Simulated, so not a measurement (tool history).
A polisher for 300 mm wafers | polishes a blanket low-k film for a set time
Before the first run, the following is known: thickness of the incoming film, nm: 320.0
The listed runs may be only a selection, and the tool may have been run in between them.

| run | hour | flow of slurry (ml/min) | pressure of the wafer on the pad (psi) | speed of the pad under the wafer (cm/s) | abrasive content of the slurry | polishing time (s) | film removed (Å) |
|---|---|---|---|---|---|---|---|
| 1 | 0 | 130 | 1.5 | 84 | 1 | 59 | 137.04 |
| 2 | 6.6 | 130 | 1.5 | 84 | 1.15 | 59 | 142.03 |
| 3 | 15 | 135 | 1.6 | 84 | 1.15 | 59 | 151.28 |
| 4 | 16.1 | 135 | 1.7 | 84 | 1.15 | 59 | 162.02 |
| 5 | 17.9 | 135 | 1.7 | 64 | 1.15 | 59 | 131.54 |
| 6 | 22.9 | 135 | 1.8 | 64 | 1.15 | 59 | 138.4 |
| 7 | 27.5 | 140 | 1.9 | 64 | 1.15 | 59 | 146.59 |
| 8 | 28.7 | 140 | 2 | 64 | 1.15 | 59 | 153.31 |

Estimate the outcome of run 9 from the log above:
| 9 | 36.6 | 140 | 2.1 | 64 | 1.15 | 59 | ? |

Run 9 came out at film removed (Å) 161.22.
